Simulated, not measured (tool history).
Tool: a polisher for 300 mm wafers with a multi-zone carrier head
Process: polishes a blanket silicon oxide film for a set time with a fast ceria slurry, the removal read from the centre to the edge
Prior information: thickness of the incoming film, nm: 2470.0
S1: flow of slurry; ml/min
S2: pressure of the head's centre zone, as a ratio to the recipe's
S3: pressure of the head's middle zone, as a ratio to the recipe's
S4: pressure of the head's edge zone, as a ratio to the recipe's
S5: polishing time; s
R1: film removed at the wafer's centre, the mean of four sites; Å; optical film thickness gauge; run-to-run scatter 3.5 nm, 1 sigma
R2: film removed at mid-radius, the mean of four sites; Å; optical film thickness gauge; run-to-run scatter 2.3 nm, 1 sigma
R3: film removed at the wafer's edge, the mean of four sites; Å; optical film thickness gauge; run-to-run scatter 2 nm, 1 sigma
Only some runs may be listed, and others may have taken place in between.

run  hour   S1    S2    S3    S4  S5      R1      R2      R3
  1     0  165     1     1     1  46  3541.8  3568.1  3713.1
  2   6.8  160  1.01  1.01  0.95  41  3169.2  3201.8  3232.8
  3   8.5  160  1.02  1.01  0.91  37  2972.3  2893.8  2863.5
  4  10.1  155  1.01  1.01  0.88  35  2718.5  2696.6  2633.3
  5  10.7  155  1.01  1.01  0.88  41    3132  3159.9  3048.8
  6    18  155  1.01  0.98  0.88  41  3164.9  3101.3  3029.5
  7  26.1  145     1  0.98  0.81  29  2163.2  2115.1  2089.7

Expected results for the next run?
  8  26.8  170   1  0.99  0.82  29   ?   ?   ?

R1: 2276.7 Å
R2: 2244.4 Å
R3: 2141.2 Å

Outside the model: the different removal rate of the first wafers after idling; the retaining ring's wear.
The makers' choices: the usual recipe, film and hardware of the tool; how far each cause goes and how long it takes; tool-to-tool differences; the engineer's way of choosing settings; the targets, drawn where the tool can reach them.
